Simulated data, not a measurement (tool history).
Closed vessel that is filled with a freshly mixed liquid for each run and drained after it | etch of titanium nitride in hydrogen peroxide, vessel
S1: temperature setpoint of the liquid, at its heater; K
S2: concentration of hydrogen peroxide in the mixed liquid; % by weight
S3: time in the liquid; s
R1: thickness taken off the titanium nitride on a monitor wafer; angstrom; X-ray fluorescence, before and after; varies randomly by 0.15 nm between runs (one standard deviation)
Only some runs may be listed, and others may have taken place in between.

run  hour      S1  S2    S3      R1
  1   0.0  320.15  21  2990  653.38
  2   9.1  320.15  21  2990  652.21
  3  11.3  320.15  18  2990  624.12
  4  14.8  320.15  18  3200  666.08
  5  24.0  320.15  18  3200  671.57
  6  33.2  316.15  18  3200  498.42
  7  40.8  313.15  18  3200  393.66
  8  43.4  313.15  18  3200  395.85
  9  46.6  311.15  18  3200  339.85
 10  49.2  311.15  18  3200  340.17
 11  50.9  309.65  18  3200  301.07

Run 12, settings as shown, results not yet in. Your forecast:
 12  59.7  308.65  18  3200   ?

R1: 278.23 angstrom
